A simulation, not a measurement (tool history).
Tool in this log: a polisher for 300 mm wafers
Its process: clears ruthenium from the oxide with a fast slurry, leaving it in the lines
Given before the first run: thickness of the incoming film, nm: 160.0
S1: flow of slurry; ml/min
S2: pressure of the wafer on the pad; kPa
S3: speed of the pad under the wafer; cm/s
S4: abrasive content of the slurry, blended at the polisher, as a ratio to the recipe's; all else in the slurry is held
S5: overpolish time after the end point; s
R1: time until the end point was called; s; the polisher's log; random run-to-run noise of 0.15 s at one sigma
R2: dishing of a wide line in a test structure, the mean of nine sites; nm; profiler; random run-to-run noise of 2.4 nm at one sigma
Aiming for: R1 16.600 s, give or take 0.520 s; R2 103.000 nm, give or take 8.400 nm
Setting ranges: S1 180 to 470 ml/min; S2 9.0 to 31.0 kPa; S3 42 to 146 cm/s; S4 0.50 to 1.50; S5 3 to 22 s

Run 1, hour 0.0: S1 300 ml/min, S2 20.0 kPa, S3 94 cm/s, S4 1.00, S5 11 s. Result: R1 35.581 s, R2 42.957 nm.
Run 2, hour 7.0: S1 300 ml/min, S2 20.0 kPa, S3 94 cm/s, S4 1.00, S5 15 s. Result: R1 35.819 s, R2 58.261 nm.
Run 3, hour 15.3: S1 300 ml/min, S2 20.0 kPa, S3 94 cm/s, S4 1.00, S5 20 s. Result: R1 35.548 s, R2 74.712 nm.
Run 4, hour 16.5: S1 300 ml/min, S2 20.0 kPa, S3 76 cm/s, S4 1.00, S5 20 s. Result: R1 43.551 s, R2 61.107 nm.
Run 5, hour 25.2: S1 300 ml/min, S2 20.0 kPa, S3 76 cm/s, S4 1.10, S5 20 s. Result: R1 41.529 s, R2 66.155 nm.
Run 6, hour 29.7: S1 300 ml/min, S2 20.0 kPa, S3 92 cm/s, S4 1.10, S5 20 s. Result: R1 34.900 s, R2 74.274 nm.
Run 7, hour 38.6: S1 300 ml/min, S2 21.4 kPa, S3 94 cm/s, S4 1.10, S5 19 s. Result: R1 32.843 s, R2 76.287 nm.
Run 8, hour 45.7: S1 300 ml/min, S2 22.8 kPa, S3 98 cm/s, S4 1.10, S5 18 s. Result: R1 28.962 s, R2 80.925 nm.
Run 9, hour 50.3: S1 300 ml/min, S2 24.1 kPa, S3 100 cm/s, S4 1.10, S5 17 s. Result: R1 27.446 s, R2 83.930 nm.
Run 10, hour 57.6: S1 300 ml/min, S2 24.8 kPa, S3 104 cm/s, S4 1.10, S5 16 s. Result: R1 25.386 s, R2 79.256 nm.
Run 11, hour 61.3: S1 300 ml/min, S2 25.5 kPa, S3 106 cm/s, S4 1.10, S5 16 s. Result: R1 24.077 s, R2 85.389 nm.
Run 12, hour 62.2: S1 300 ml/min, S2 26.2 kPa, S3 108 cm/s, S4 1.10, S5 16 s. Result: R1 23.618 s, R2 88.517 nm.
Run 13, hour 62.9: S1 300 ml/min, S2 26.9 kPa, S3 110 cm/s, S4 1.10, S5 16 s. Result: R1 22.342 s, R2 92.206 nm.
Run 14, hour 65.0: S1 300 ml/min, S2 27.6 kPa, S3 112 cm/s, S4 1.10, S5 16 s. Result: R1 21.266 s, R2 94.368 nm.
Run 15, hour 68.4: S1 300 ml/min, S2 27.6 kPa, S3 112 cm/s, S4 1.10, S5 16 s. Result: R1 21.238 s, R2 94.612 nm.
Run 16, hour 72.0: S1 300 ml/min, S2 27.6 kPa, S3 112 cm/s, S4 1.10, S5 16 s. Result: R1 21.349 s, R2 91.828 nm.
Run 17, hour 75.7: S1 300 ml/min, S2 28.3 kPa, S3 114 cm/s, S4 1.10, S5 16 s. Result: R1 20.129 s, R2 99.386 nm.
Run 18, hour 82.2: S1 300 ml/min, S2 29.0 kPa, S3 116 cm/s, S4 1.10, S5 16 s. Result: R1 19.467 s, R2 101.590 nm.

Consider the 5 candidate settings below. Which is the only one whose results all fall within their allowed miss of target?
Run A, hour 88.7: S1 245 ml/min, S2 31.0 kPa, S3 118 cm/s, S4 1.15, S5 15 s. Result: R1 ?, R2 ?.
Run B, hour 88.7: S1 285 ml/min, S2 29.0 kPa, S3 128 cm/s, S4 1.10, S5 19 s. Result: R1 ?, R2 ?.
Run C, hour 88.7: S1 295 ml/min, S2 31.0 kPa, S3 134 cm/s, S4 1.25, S5 11 s. Result: R1 ?, R2 ?.
Run D, hour 88.7: S1 295 ml/min, S2 31.0 kPa, S3 128 cm/s, S4 1.10, S5 11 s. Result: R1 ?, R2 ?.
Run E, hour 88.7: S1 330 ml/min, S2 29.0 kPa, S3 136 cm/s, S4 1.10, S5 14 s. Result: R1 ?, R2 ?.

move      R1       R2
   A  17.851  105.310
   B  17.612  126.370
   C  14.997   94.799
   D  16.403   88.276
   E  16.365  106.750
A: closes in on the targets versus the last run, not all within tolerance yet
B: closes in on the targets versus the last run, not all within tolerance yet
C: takes the result that was furthest off past its target
D: brings the last run's worst result on target, with another outside its allowed miss
E: every result lands within tolerance
Correct choice: E, which meets every target
